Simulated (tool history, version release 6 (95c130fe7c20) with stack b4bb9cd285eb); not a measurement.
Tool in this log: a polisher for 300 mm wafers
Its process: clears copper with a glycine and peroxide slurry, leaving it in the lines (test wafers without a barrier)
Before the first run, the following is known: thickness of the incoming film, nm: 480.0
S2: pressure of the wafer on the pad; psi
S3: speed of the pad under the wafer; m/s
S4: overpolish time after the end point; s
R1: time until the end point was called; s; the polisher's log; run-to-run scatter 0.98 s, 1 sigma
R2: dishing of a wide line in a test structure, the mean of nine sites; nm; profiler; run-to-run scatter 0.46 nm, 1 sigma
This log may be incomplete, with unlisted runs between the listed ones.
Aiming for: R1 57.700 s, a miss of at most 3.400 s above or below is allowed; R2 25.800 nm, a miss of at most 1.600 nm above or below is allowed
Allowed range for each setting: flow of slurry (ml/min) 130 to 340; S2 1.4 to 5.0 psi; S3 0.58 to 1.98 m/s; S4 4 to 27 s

{"run": 1, "day": 0.0, "flow of slurry (ml/min)": 220, "S2": 3.2, "S3": 1.28, "S4": 14, "R1": 67.409, "R2": 39.276}
{"run": 2, "day": 0.083, "flow of slurry (ml/min)": 205, "S2": 3.0, "S3": 1.44, "S4": 11, "R1": 62.713, "R2": 35.259}
{"run": 3, "day": 0.204, "flow of slurry (ml/min)": 240, "S2": 3.0, "S3": 1.44, "S4": 11, "R1": 63.101, "R2": 36.14}
{"run": 4, "day": 0.379, "flow of slurry (ml/min)": 220, "S2": 3.0, "S3": 1.44, "S4": 11, "R1": 60.301, "R2": 35.053}
{"run": 5, "day": 0.404, "flow of slurry (ml/min)": 220, "S2": 3.0, "S3": 1.72, "S4": 11, "R1": 52.903, "R2": 38.621}
{"run": 6, "day": 0.733, "flow of slurry (ml/min)": 190, "S2": 3.0, "S3": 1.72, "S4": 11, "R1": 53.768, "R2": 38.056}
{"run": 7, "day": 0.862, "flow of slurry (ml/min)": 170, "S2": 2.8, "S3": 1.76, "S4": 9, "R1": 59.637, "R2": 32.673}
{"run": 8, "day": 0.888, "flow of slurry (ml/min)": 155, "S2": 2.8, "S3": 1.8, "S4": 7, "R1": 59.308, "R2": 27.657}

5 candidate next runs follow, results not yet known. Just one meets every target within its allowed miss. Identify it.
{"run": "A", "day": 0.912, "flow of slurry (ml/min)": 175, "S2": 2.6, "S3": 1.78, "S4": 8, "R1": "?", "R2": "?"}
{"run": "B", "day": 0.912, "flow of slurry (ml/min)": 175, "S2": 3.3, "S3": 1.82, "S4": 4, "R1": "?", "R2": "?"}
{"run": "C", "day": 0.912, "flow of slurry (ml/min)": 195, "S2": 2.5, "S3": 1.86, "S4": 6, "R1": "?", "R2": "?"}
{"run": "D", "day": 0.912, "flow of slurry (ml/min)": 150, "S2": 2.3, "S3": 1.84, "S4": 9, "R1": "?", "R2": "?"}
{"run": "E", "day": 0.912, "flow of slurry (ml/min)": 210, "S2": 2.4, "S3": 1.64, "S4": 10, "R1": "?", "R2": "?"}

move=A R1=60.229 R2=29.373
move=B R1=48.690 R2=21.163
move=C R1=58.699 R2=24.676
move=D R1=66.258 R2=29.667
move=E R1=66.971 R2=31.558
A: lands further from the targets than the last run did
B: the result that was furthest off in the last run now lies on the other side of its target
C: hits every target within its allowed miss
D: lands further from the targets than the last run did
E: lands further from the targets than the last run did
C meets every target.
